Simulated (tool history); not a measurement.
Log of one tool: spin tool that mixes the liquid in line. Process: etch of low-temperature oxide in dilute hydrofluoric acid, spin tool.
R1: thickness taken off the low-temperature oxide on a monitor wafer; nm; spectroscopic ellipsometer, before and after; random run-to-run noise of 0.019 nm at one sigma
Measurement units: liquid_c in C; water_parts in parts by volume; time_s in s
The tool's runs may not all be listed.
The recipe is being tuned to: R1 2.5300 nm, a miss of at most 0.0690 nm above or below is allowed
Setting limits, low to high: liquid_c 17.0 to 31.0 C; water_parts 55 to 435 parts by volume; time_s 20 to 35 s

Run 1, hour 0.0: liquid_c 23.0 C, water_parts 245 parts by volume, time_s 35 s. Result: R1 1.3353 nm.
Run 2, hour 4.7: liquid_c 23.0 C, water_parts 215 parts by volume, time_s 35 s. Result: R1 1.5917 nm.
Run 3, hour 8.6: liquid_c 23.0 C, water_parts 215 parts by volume, time_s 35 s. Result: R1 1.5957 nm.
Run 4, hour 15.9: liquid_c 25.0 C, water_parts 205 parts by volume, time_s 35 s. Result: R1 1.8307 nm.
Run 5, hour 18.7: liquid_c 26.5 C, water_parts 200 parts by volume, time_s 35 s. Result: R1 1.9832 nm.
Run 6, hour 22.7: liquid_c 26.5 C, water_parts 265 parts by volume, time_s 35 s. Result: R1 1.3909 nm.
Run 7, hour 27.9: liquid_c 27.5 C, water_parts 245 parts by volume, time_s 35 s. Result: R1 1.5818 nm.
Run 8, hour 33.7: liquid_c 28.5 C, water_parts 225 parts by volume, time_s 35 s. Result: R1 1.8095 nm.
Run 9, hour 34.3: liquid_c 29.0 C, water_parts 210 parts by volume, time_s 35 s. Result: R1 2.0363 nm.
At hour 37.9: thermometer replaced.
Run 10, hour 37.9: liquid_c 29.5 C, water_parts 200 parts by volume, time_s 35 s. Result: R1 2.3579 nm.

5 next moves are on the table. One of them brings every result within its allowed miss. Which?
Run A, hour 41.5: liquid_c 27.0 C, water_parts 195 parts by volume, time_s 35 s. Result: R1 ?.
Run B, hour 41.5: liquid_c 28.5 C, water_parts 185 parts by volume, time_s 35 s. Result: R1 ?.
Run C, hour 41.5: liquid_c 31.0 C, water_parts 185 parts by volume, time_s 35 s. Result: R1 ?.
Run D, hour 41.5: liquid_c 31.0 C, water_parts 205 parts by volume, time_s 35 s. Result: R1 ?.
Run E, hour 41.5: liquid_c 30.5 C, water_parts 220 parts by volume, time_s 35 s. Result: R1 ?.

move      R1
   A  2.2361
   B  2.5162
   C  2.7467
   D  2.4170
   E  2.1739
A: lands further from the targets than the last run did
B: every result within its allowed miss
C: the result that was furthest off in the last run now lies on the other side of its target
D: nearer than the last run, and not there yet
E: lands further from the targets than the last run did
So the answer is move B, the one that meets all the targets.
